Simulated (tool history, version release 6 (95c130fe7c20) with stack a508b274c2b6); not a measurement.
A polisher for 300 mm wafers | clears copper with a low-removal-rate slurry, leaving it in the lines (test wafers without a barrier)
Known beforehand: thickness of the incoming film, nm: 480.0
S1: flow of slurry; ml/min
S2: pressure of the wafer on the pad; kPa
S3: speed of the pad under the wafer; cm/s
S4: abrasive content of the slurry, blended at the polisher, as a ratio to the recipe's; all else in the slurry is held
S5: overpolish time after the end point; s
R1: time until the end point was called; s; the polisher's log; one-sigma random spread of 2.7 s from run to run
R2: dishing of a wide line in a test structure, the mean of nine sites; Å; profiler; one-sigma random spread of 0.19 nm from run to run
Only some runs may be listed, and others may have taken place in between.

Run 1, hour 0: S1 145 ml/min, S2 17.9 kPa, S3 120 cm/s, S4 1, S5 9 s. Result: R1 176.28 s, R2 156.75 Å.
Run 2, hour 3.5: S1 175 ml/min, S2 17.9 kPa, S3 120 cm/s, S4 1, S5 9 s. Result: R1 169.84 s, R2 165.2 Å.
Run 3, hour 9.7: S1 175 ml/min, S2 17.9 kPa, S3 120 cm/s, S4 1.2, S5 9 s. Result: R1 162.36 s, R2 171.66 Å.
Run 4, hour 13.5: S1 175 ml/min, S2 17.9 kPa, S3 120 cm/s, S4 1.2, S5 12 s. Result: R1 158.45 s, R2 209.42 Å.
Run 5, hour 22.3: S1 175 ml/min, S2 17.9 kPa, S3 110 cm/s, S4 1.2, S5 12 s. Result: R1 173.06 s, R2 198.76 Å.
Run 6, hour 25.2: S1 175 ml/min, S2 17.9 kPa, S3 110 cm/s, S4 1.35, S5 12 s. Result: R1 169.61 s, R2 200.71 Å.

The next listed run, before its measurement:
At hour 29.5: head pressure recalibrated.
Run 7, hour 29.5: S1 170 ml/min, S2 16.5 kPa, S3 110 cm/s, S4 1.35, S5 10 s. Result: R1 ?, R2 ?.

R1: 168.93 s
R2: 183.43 Å
